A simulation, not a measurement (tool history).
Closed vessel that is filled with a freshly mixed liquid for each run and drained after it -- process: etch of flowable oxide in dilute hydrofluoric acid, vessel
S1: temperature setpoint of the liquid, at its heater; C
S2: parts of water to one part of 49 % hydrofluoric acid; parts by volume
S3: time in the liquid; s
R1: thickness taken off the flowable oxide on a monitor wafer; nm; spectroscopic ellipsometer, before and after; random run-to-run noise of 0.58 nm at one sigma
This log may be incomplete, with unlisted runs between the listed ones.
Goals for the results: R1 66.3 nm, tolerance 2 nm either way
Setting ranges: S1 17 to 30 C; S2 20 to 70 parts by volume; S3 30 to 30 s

{"run": 1, "hour": 0.0, "S1": 22, "S2": 40, "S3": 30, "R1": 36.864}
{"run": 2, "hour": 2.5, "S1": 23, "S2": 40, "S3": 30, "R1": 38.318}
{"run": 3, "hour": 7.4, "S1": 23, "S2": 40, "S3": 30, "R1": 38.556}
{"run": 4, "hour": 8.3, "S1": 20, "S2": 40, "S3": 30, "R1": 33.585}
{"run": 5, "hour": 10.3, "S1": 20, "S2": 40, "S3": 30, "R1": 33.692}
{"run": 6, "hour": 15.3, "S1": 20, "S2": 25, "S3": 30, "R1": 54.954}
{"run": 7, "hour": 19.1, "S1": 20.5, "S2": 25, "S3": 30, "R1": 56.765}
{"run": 8, "hour": 21.0, "S1": 21, "S2": 25, "S3": 30, "R1": 57.431}
{"run": 9, "hour": 29.0, "S1": 21.5, "S2": 25, "S3": 30, "R1": 58.692}
{"run": 10, "hour": 36.5, "S1": 22, "S2": 25, "S3": 30, "R1": 61.089}
{"run": 11, "hour": 45.8, "S1": 23, "S2": 25, "S3": 30, "R1": 63.747}

4 candidate next runs follow, results not yet known. Just one meets every target within its allowed miss. Identify it.
{"run": "A", "hour": 55.1, "S1": 24.5, "S2": 25, "S3": 30, "R1": "?"}
{"run": "B", "hour": 55.1, "S1": 25.5, "S2": 30, "S3": 30, "R1": "?"}
{"run": "C", "hour": 55.1, "S1": 26.5, "S2": 30, "S3": 30, "R1": "?"}
{"run": "D", "hour": 55.1, "S1": 22.5, "S2": 25, "S3": 30, "R1": "?"}

move=A R1=67.647
move=B R1=58.363
move=C R1=60.819
move=D R1=62.174
A: all results land within tolerance of their targets
B: the biggest miss grows against the last run
C: the biggest miss grows against the last run
D: the biggest miss grows against the last run
The move that meets every target is A.
